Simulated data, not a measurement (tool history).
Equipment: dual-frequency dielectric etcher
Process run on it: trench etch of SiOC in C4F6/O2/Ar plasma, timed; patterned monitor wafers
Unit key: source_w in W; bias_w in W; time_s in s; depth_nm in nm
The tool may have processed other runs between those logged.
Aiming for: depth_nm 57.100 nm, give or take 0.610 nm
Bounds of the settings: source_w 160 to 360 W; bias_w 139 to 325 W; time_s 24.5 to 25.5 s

run	hour	source_w	bias_w	time_s	depth_nm
1	0.0	260	232	24.5	50.899
2	8.2	270	233	24.5	51.571
3	11.3	280	234	24.5	52.201
4	19.9	280	204	24.5	49.407
5	27.0	280	184	24.5	47.027
6	28.4	240	184	24.5	43.896
7	37.2	260	189	24.5	45.810
8	40.4	280	193	24.5	47.866
9	48.3	290	198	24.5	49.228
10	53.6	340	225	24.5	55.552
11	59.0	350	226	24.5	56.453

4 candidate next runs follow, results not yet known. Just one meets every target within its allowed miss. Identify it.
A	64.4	330	208	25.5	?
B	64.4	360	215	25.0	?
C	64.4	340	224	24.5	?
D	64.4	350	211	25.0	?

move	depth_nm
A	55.191
B	56.886
C	55.534
D	55.765
A: further off than the last run
B: all results in spec
C: further off than the last run
D: further off than the last run
The move that meets every target is B.
